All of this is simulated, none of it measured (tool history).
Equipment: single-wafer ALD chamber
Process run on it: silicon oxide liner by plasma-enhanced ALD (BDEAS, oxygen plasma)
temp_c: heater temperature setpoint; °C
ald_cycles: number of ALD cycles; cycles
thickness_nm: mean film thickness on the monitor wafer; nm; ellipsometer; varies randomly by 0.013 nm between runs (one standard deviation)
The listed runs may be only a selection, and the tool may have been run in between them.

Run 1, hour 0: temp_c 315 °C, ald_cycles 37 cycles. Result: thickness_nm 3.2983 nm.
Run 2, hour 1.3: temp_c 305 °C, ald_cycles 37 cycles. Result: thickness_nm 3.3527 nm.
Run 3, hour 5.9: temp_c 311 °C, ald_cycles 37 cycles. Result: thickness_nm 3.312 nm.
Run 4, hour 7.7: temp_c 317 °C, ald_cycles 37 cycles. Result: thickness_nm 3.2749 nm.
Run 5, hour 11.5: temp_c 316 °C, ald_cycles 38 cycles. Result: thickness_nm 3.3648 nm.
Run 6, hour 15.6: temp_c 326 °C, ald_cycles 38 cycles. Result: thickness_nm 3.3233 nm.
Run 7, hour 19.2: temp_c 326 °C, ald_cycles 39 cycles. Result: thickness_nm 3.4303 nm.

Run 8 has not been measured yet. What should we expect?
Run 8, hour 26.7: temp_c 326 °C, ald_cycles 40 cycles. Result: thickness_nm ?.

thickness_nm: 3.4816 nm

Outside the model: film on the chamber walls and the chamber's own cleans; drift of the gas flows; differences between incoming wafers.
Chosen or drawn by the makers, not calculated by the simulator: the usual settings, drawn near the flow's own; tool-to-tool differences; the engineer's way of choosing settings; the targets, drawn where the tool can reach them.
